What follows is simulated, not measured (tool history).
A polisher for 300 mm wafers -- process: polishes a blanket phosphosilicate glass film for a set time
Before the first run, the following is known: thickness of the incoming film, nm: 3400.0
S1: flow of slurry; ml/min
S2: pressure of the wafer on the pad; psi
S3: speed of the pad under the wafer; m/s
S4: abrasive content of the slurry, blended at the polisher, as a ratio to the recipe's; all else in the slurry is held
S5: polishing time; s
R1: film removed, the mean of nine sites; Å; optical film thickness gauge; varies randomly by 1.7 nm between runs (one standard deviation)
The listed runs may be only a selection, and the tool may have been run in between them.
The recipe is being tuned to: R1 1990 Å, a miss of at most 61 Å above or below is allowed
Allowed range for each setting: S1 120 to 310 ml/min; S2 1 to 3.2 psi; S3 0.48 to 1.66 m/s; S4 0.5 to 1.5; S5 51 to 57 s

run 1 hour=0 | S1=200 S2=2.1 S3=1.06 S4=1 S5=57 | R1=3700.4
run 2 hour=2.7 | S1=200 S2=2.1 S3=1.06 S4=0.9 S5=57 | R1=3578.7
run 3 hour=4.9 | S1=200 S2=2.1 S3=1.06 S4=1.05 S5=57 | R1=3754.1
run 4 hour=10.7 | S1=200 S2=2.1 S3=1.28 S4=1.05 S5=57 | R1=4325.9
-- hour=15.4 worn pad replaced by a new one
run 5 hour=15.4 | S1=200 S2=2 S3=1.24 S4=1.05 S5=57 | R1=4433.3
run 6 hour=18.7 | S1=200 S2=1.6 S3=1.24 S4=1.05 S5=57 | R1=3596.5
run 7 hour=22.4 | S1=200 S2=1.5 S3=1.2 S4=1.05 S5=57 | R1=3337.2
run 8 hour=29.1 | S1=200 S2=1.4 S3=1.16 S4=1.05 S5=57 | R1=3049.6
run 9 hour=29.8 | S1=200 S2=1.4 S3=1.14 S4=1.05 S5=57 | R1=3012.3
run 10 hour=36.6 | S1=200 S2=1.4 S3=1.12 S4=1.05 S5=57 | R1=2961.5
run 11 hour=42.7 | S1=200 S2=1.4 S3=1.12 S4=1.05 S5=57 | R1=2949.4
run 12 hour=46.4 | S1=200 S2=1.4 S3=1.1 S4=1.05 S5=57 | R1=2889.4
run 13 hour=47.9 | S1=200 S2=1.4 S3=1.1 S4=1.05 S5=57 | R1=2928.8
run 14 hour=54.6 | S1=200 S2=1.4 S3=1.08 S4=1.05 S5=57 | R1=2869.4
run 15 hour=57.8 | S1=200 S2=1.4 S3=1.06 S4=1.05 S5=57 | R1=2835.6
run 16 hour=64.6 | S1=200 S2=1.4 S3=1.04 S4=1.05 S5=57 | R1=2755.6
run 17 hour=65.6 | S1=200 S2=1.4 S3=1.02 S4=1.05 S5=57 | R1=2745.4
run 18 hour=74.2 | S1=200 S2=1.4 S3=1 S4=1.05 S5=57 | R1=2689.3
run 19 hour=82.7 | S1=200 S2=1.4 S3=0.98 S4=1.05 S5=57 | R1=2656.1

Exactly one of the 4 candidate moves below puts every result within its allowed miss. Which one?
run A hour=91.2 | S1=260 S2=1.5 S3=0.66 S4=1 S5=51 | R1=?
run B hour=91.2 | S1=215 S2=1.3 S3=0.9 S4=0.95 S5=51 | R1=?
run C hour=91.2 | S1=195 S2=1.1 S3=1 S4=0.95 S5=51 | R1=?
run D hour=91.2 | S1=165 S2=1.1 S3=0.86 S4=1 S5=53 | R1=?

move=A R1=1847.7
move=B R1=1983.3
move=C R1=1821.4
move=D R1=1678.7
A: takes the result that was furthest off past its target
B: meets every target
C: takes the result that was furthest off past its target
D: takes the result that was furthest off past its target
So the answer is move B, the one that meets all the targets.

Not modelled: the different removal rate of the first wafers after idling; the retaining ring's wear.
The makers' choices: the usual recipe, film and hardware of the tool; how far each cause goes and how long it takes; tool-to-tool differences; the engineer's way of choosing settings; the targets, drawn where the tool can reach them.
